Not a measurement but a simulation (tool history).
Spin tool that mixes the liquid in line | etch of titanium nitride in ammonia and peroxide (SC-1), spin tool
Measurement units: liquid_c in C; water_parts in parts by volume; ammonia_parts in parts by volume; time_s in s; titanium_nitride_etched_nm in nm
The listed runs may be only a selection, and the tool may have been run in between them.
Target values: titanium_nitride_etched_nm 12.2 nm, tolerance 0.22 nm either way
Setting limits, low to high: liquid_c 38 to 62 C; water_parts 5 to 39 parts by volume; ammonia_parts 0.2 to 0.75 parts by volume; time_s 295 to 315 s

Run 1, day 0: liquid_c 46 C, water_parts 21.5 parts by volume, ammonia_parts 0.45 parts by volume, time_s 295 s. Result: titanium_nitride_etched_nm 11.881 nm.
Run 2, day 0.233: liquid_c 46 C, water_parts 21.5 parts by volume, ammonia_parts 0.35 parts by volume, time_s 295 s. Result: titanium_nitride_etched_nm 11.326 nm.
Run 3, day 0.492: liquid_c 46.5 C, water_parts 21.5 parts by volume, ammonia_parts 0.35 parts by volume, time_s 295 s. Result: titanium_nitride_etched_nm 11.748 nm.
Run 4, day 0.771: liquid_c 46.5 C, water_parts 26.5 parts by volume, ammonia_parts 0.35 parts by volume, time_s 295 s. Result: titanium_nitride_etched_nm 10.502 nm.
Run 5, day 0.825: liquid_c 52 C, water_parts 26.5 parts by volume, ammonia_parts 0.35 parts by volume, time_s 295 s. Result: titanium_nitride_etched_nm 15.523 nm.
Run 6, day 1.046: liquid_c 52 C, water_parts 26.5 parts by volume, ammonia_parts 0.35 parts by volume, time_s 315 s. Result: titanium_nitride_etched_nm 16.405 nm.
Run 7, day 1.204: liquid_c 51 C, water_parts 26.5 parts by volume, ammonia_parts 0.35 parts by volume, time_s 315 s. Result: titanium_nitride_etched_nm 15.542 nm.
Run 8, day 1.408: liquid_c 50 C, water_parts 26.5 parts by volume, ammonia_parts 0.35 parts by volume, time_s 315 s. Result: titanium_nitride_etched_nm 14.548 nm.
Run 9, day 1.7: liquid_c 50 C, water_parts 26.5 parts by volume, ammonia_parts 0.35 parts by volume, time_s 315 s. Result: titanium_nitride_etched_nm 14.478 nm.
Run 10, day 1.842: liquid_c 49.5 C, water_parts 26.5 parts by volume, ammonia_parts 0.35 parts by volume, time_s 315 s. Result: titanium_nitride_etched_nm 13.869 nm.
Run 11, day 2.067: liquid_c 49 C, water_parts 26.5 parts by volume, ammonia_parts 0.35 parts by volume, time_s 315 s. Result: titanium_nitride_etched_nm 13.397 nm.
Run 12, day 2.138: liquid_c 48.5 C, water_parts 26.5 parts by volume, ammonia_parts 0.35 parts by volume, time_s 315 s. Result: titanium_nitride_etched_nm 12.958 nm.
Run 13, day 2.267: liquid_c 48 C, water_parts 26.5 parts by volume, ammonia_parts 0.35 parts by volume, time_s 315 s. Result: titanium_nitride_etched_nm 12.488 nm.

Next run, 4 choices. One meets every target within its allowed miss, the rest don't. Which?
Run A, day 2.396: liquid_c 46.5 C, water_parts 22 parts by volume, ammonia_parts 0.35 parts by volume, time_s 300 s. Result: titanium_nitride_etched_nm ?.
Run B, day 2.396: liquid_c 50 C, water_parts 33.5 parts by volume, ammonia_parts 0.4 parts by volume, time_s 295 s. Result: titanium_nitride_etched_nm ?.
Run C, day 2.396: liquid_c 48 C, water_parts 23 parts by volume, ammonia_parts 0.25 parts by volume, time_s 295 s. Result: titanium_nitride_etched_nm ?.
Run D, day 2.396: liquid_c 47 C, water_parts 25.5 parts by volume, ammonia_parts 0.45 parts by volume, time_s 295 s. Result: titanium_nitride_etched_nm ?.

move  titanium_nitride_etched_nm
   A                      11.909
   B                      12.148
   C                      11.927
   D                      11.716
A: takes the biggest miss from the last run beyond its target
B: in spec on every target
C: takes the biggest miss from the last run beyond its target
D: takes the biggest miss from the last run beyond its target
B is the move that brings every result within its allowed miss.

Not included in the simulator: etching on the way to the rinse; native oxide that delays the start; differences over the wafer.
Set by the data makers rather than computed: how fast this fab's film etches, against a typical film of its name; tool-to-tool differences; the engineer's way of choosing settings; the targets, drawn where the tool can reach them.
